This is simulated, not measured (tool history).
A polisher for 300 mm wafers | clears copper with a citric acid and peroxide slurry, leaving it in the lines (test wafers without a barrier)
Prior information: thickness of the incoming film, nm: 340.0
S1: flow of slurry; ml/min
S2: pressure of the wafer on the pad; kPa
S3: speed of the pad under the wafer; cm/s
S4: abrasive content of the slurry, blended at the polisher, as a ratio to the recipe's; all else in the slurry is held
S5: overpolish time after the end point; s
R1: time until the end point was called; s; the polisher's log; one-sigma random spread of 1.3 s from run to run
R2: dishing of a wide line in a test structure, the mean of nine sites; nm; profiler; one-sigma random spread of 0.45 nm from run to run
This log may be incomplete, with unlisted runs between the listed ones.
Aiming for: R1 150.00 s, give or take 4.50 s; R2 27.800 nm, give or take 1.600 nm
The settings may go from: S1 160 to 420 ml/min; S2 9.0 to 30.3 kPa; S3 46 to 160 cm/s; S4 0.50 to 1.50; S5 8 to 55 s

| run | hour | S1 | S2 | S3 | S4 | S5 | R1 | R2 |
|---|---|---|---|---|---|---|---|---|
| 1 | 0.0 | 270 | 19.3 | 102 | 1.00 | 28 | 165.25 | 37.983 |
| 2 | 4.8 | 270 | 19.3 | 102 | 1.00 | 26 | 164.97 | 37.505 |
| 3 | 11.4 | 270 | 19.3 | 102 | 1.00 | 23 | 162.23 | 32.643 |
| 4 | 17.4 | 270 | 19.3 | 102 | 1.00 | 33 | 163.59 | 44.575 |
| 5 | 23.8 | 270 | 19.3 | 102 | 0.90 | 33 | 167.88 | 43.210 |
| 6 | 26.4 | 270 | 19.3 | 102 | 0.90 | 29 | 164.29 | 39.573 |
| 7 | 32.6 | 270 | 19.3 | 102 | 0.90 | 26 | 167.20 | 35.966 |
| 8 | 37.7 | 275 | 19.3 | 102 | 0.90 | 24 | 168.58 | 34.135 |
| 9 | 45.4 | 275 | 20.0 | 102 | 0.90 | 22 | 160.32 | 31.827 |
| 10 | 47.0 | 275 | 20.0 | 102 | 0.90 | 21 | 161.97 | 30.954 |

Below are 4 possible settings for the next run. Only one of them brings all results inside the allowed miss of their targets. Which is it?
| A | 48.6 | 270 | 22.1 | 106 | 0.80 | 20 | ? | ? |
| B | 48.6 | 255 | 22.8 | 100 | 0.95 | 18 | ? | ? |
| C | 48.6 | 270 | 16.5 | 114 | 1.20 | 19 | ? | ? |
| D | 48.6 | 335 | 24.1 | 102 | 0.55 | 16 | ? | ? |

| move | R1 | R2 |
|---|---|---|
| A | 151.27 | 31.378 |
| B | 152.20 | 28.382 |
| C | 161.25 | 28.023 |
| D | 153.57 | 25.294 |
A: the furthest-off result lands on target, but another misses its tolerance
B: every result within its allowed miss
C: an improvement on the last run, though not all results are within tolerance
D: the furthest-off result lands on target, but another misses its tolerance
B is the move that brings every result within its allowed miss.

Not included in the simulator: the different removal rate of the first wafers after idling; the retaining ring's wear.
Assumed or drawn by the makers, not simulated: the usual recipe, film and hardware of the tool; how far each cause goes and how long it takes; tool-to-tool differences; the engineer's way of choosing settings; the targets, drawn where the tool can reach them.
